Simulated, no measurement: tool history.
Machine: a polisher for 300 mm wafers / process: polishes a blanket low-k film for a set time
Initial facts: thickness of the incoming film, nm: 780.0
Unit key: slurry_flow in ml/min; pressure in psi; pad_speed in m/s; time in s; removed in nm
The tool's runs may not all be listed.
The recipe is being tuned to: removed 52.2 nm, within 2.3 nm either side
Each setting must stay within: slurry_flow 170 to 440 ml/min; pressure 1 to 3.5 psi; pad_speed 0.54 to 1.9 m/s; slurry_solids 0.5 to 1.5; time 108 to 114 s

Run 1, day 0: slurry_flow 280 ml/min, pressure 2.2 psi, pad_speed 1.22 m/s, slurry_solids 1, time 108 s. Result: removed 70.351 nm.
Run 2, day 0.171: slurry_flow 280 ml/min, pressure 1.9 psi, pad_speed 1.22 m/s, slurry_solids 1, time 108 s. Result: removed 62.719 nm.
Run 3, day 0.212: slurry_flow 280 ml/min, pressure 1.9 psi, pad_speed 1.22 m/s, slurry_solids 1, time 114 s. Result: removed 66.719 nm.
Run 4, day 0.354: slurry_flow 280 ml/min, pressure 1.9 psi, pad_speed 1.22 m/s, slurry_solids 1.2, time 114 s. Result: removed 71.026 nm.
Run 5, day 0.646: slurry_flow 280 ml/min, pressure 1.8 psi, pad_speed 1.22 m/s, slurry_solids 1.2, time 114 s. Result: removed 67.583 nm.
Run 6, day 0.742: slurry_flow 280 ml/min, pressure 1.8 psi, pad_speed 1.22 m/s, slurry_solids 1.4, time 114 s. Result: removed 68.784 nm.
Run 7, day 1.071: slurry_flow 280 ml/min, pressure 1.7 psi, pad_speed 1.22 m/s, slurry_solids 1.4, time 114 s. Result: removed 65.88 nm.
Run 8, day 1.362: slurry_flow 280 ml/min, pressure 1.6 psi, pad_speed 1.22 m/s, slurry_solids 1.4, time 114 s. Result: removed 63.429 nm.

Exactly one of the 5 candidate moves below puts every result within its allowed miss. Which one?
Run A, day 1.654: slurry_flow 235 ml/min, pressure 1.2 psi, pad_speed 1.42 m/s, slurry_solids 1.4, time 114 s. Result: removed ?.
Run B, day 1.654: slurry_flow 265 ml/min, pressure 1.4 psi, pad_speed 1.06 m/s, slurry_solids 1.4, time 114 s. Result: removed ?.
Run C, day 1.654: slurry_flow 270 ml/min, pressure 1.7 psi, pad_speed 1.6 m/s, slurry_solids 1.5, time 114 s. Result: removed ?.
Run D, day 1.654: slurry_flow 230 ml/min, pressure 1.6 psi, pad_speed 1.12 m/s, slurry_solids 1.5, time 111 s. Result: removed ?.
Run E, day 1.654: slurry_flow 220 ml/min, pressure 1.6 psi, pad_speed 0.84 m/s, slurry_solids 1.4, time 108 s. Result: removed ?.

move  removed
   A   58.577
   B   51.886
   C   84.089
   D   57.947
   E   43.693
A: nearer the targets than the last run, but a result is still out of spec
B: every result within its allowed miss
C: the biggest miss grows against the last run
D: nearer the targets than the last run, but a result is still out of spec
E: takes the result that was furthest off past its target
Answer: B
